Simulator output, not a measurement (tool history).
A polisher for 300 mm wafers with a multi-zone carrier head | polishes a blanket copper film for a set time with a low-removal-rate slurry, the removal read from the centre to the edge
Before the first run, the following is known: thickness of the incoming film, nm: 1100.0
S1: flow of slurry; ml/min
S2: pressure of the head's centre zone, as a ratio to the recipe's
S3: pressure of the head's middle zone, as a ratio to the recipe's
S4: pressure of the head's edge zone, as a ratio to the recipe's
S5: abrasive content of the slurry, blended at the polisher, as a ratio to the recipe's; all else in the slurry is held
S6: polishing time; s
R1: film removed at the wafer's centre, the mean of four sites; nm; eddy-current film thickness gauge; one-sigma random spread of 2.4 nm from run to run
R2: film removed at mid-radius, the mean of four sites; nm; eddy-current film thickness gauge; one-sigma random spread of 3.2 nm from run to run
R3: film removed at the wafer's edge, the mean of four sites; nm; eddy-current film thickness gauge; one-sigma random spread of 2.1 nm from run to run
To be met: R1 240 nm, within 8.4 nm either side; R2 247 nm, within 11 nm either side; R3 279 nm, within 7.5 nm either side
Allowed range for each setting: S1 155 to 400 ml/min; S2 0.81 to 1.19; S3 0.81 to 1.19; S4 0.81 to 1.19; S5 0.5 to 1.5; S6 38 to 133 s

{"run": 1, "day": 0.0, "S1": 255, "S2": 1, "S3": 1, "S4": 1, "S5": 1, "S6": 85, "R1": 278.24, "R2": 273.17, "R3": 281.93}
{"run": 2, "day": 0.038, "S1": 255, "S2": 1, "S3": 0.97, "S4": 1, "S5": 1, "S6": 85, "R1": 281.29, "R2": 270.47, "R3": 283.26}
{"run": 3, "day": 0.367, "S1": 245, "S2": 0.97, "S3": 0.95, "S4": 1.01, "S5": 0.95, "S6": 85, "R1": 266.48, "R2": 257.38, "R3": 277.97}
{"run": 4, "day": 0.583, "S1": 235, "S2": 0.95, "S3": 0.95, "S4": 1.02, "S5": 0.95, "S6": 85, "R1": 262.65, "R2": 258.21, "R3": 282.32}
{"run": 5, "day": 0.692, "S1": 230, "S2": 0.93, "S3": 0.94, "S4": 1.02, "S5": 0.95, "S6": 85, "R1": 252.99, "R2": 253.38, "R3": 276.62}
{"run": 6, "day": 0.846, "S1": 230, "S2": 0.93, "S3": 0.94, "S4": 1.02, "S5": 0.95, "S6": 76, "R1": 232.36, "R2": 227.01, "R3": 250.06}
{"run": 7, "day": 0.917, "S1": 240, "S2": 0.93, "S3": 0.95, "S4": 1.06, "S5": 0.95, "S6": 76, "R1": 236.46, "R2": 234.21, "R3": 255.41}
{"run": 8, "day": 1.058, "S1": 240, "S2": 0.91, "S3": 0.94, "S4": 1.09, "S5": 1, "S6": 76, "R1": 230.74, "R2": 231.91, "R3": 261.5}

Which single option among these 5 for the next run brings every result within its allowed miss of target? Just one does.
{"run": "A", "day": 1.2, "S1": 215, "S2": 0.96, "S3": 0.97, "S4": 1.06, "S5": 1, "S6": 70, "R1": "?", "R2": "?", "R3": "?"}
{"run": "B", "day": 1.2, "S1": 260, "S2": 1.01, "S3": 0.89, "S4": 1.07, "S5": 0.95, "S6": 74, "R1": "?", "R2": "?", "R3": "?"}
{"run": "C", "day": 1.2, "S1": 220, "S2": 1, "S3": 0.97, "S4": 1.05, "S5": 1.1, "S6": 72, "R1": "?", "R2": "?", "R3": "?"}
{"run": "D", "day": 1.2, "S1": 320, "S2": 0.85, "S3": 0.9, "S4": 1.01, "S5": 0.95, "S6": 84, "R1": "?", "R2": "?", "R3": "?"}
{"run": "E", "day": 1.2, "S1": 290, "S2": 0.84, "S3": 0.81, "S4": 1.19, "S5": 1.05, "S6": 77, "R1": "?", "R2": "?", "R3": "?"}

move=A R1=219.52 R2=209.24 R3=236.39
move=B R1=244.97 R2=207 R3=251.73
move=C R1=240.03 R2=220.21 R3=247.52
move=D R1=241.62 R2=241.37 R3=281.29
move=E R1=221.9 R2=205.75 R3=284.98
A: its largest miss is bigger than the last run's
B: its largest miss is bigger than the last run's
C: its largest miss is bigger than the last run's
D: every result lands within tolerance
E: meets the target for the result that was furthest off, but another lies outside its allowed miss
Go with D: it meets all targets.

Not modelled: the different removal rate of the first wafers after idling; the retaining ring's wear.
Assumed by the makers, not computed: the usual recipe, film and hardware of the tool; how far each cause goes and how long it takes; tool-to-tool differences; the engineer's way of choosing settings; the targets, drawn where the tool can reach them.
